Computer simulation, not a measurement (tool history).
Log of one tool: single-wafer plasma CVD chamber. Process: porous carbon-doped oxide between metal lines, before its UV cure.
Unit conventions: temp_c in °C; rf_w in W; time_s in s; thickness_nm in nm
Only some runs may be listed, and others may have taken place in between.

run    day  temp_c  rf_w  time_s  thickness_nm
  1  0.000     310   555    27.1        154.90
  2  0.104     309   555    27.1        155.72
  3  0.421     308   555    27.1        157.10
  4  0.567     307   555    27.1        157.37
  5  0.746     307   555    25.7        149.91
  6  1.058     305   555    25.7        152.08
  7  1.404     303   555    25.7        153.29
  8  1.754     301   555    25.7        156.07
  9  2.062     300   555    25.7        157.13
 10  2.162     299   555    25.7        158.08

Run 11 has not been measured yet. What should we expect?
 11  2.483     298   555    25.7             ?

{"run 11": {"thickness_nm": 159.68}}

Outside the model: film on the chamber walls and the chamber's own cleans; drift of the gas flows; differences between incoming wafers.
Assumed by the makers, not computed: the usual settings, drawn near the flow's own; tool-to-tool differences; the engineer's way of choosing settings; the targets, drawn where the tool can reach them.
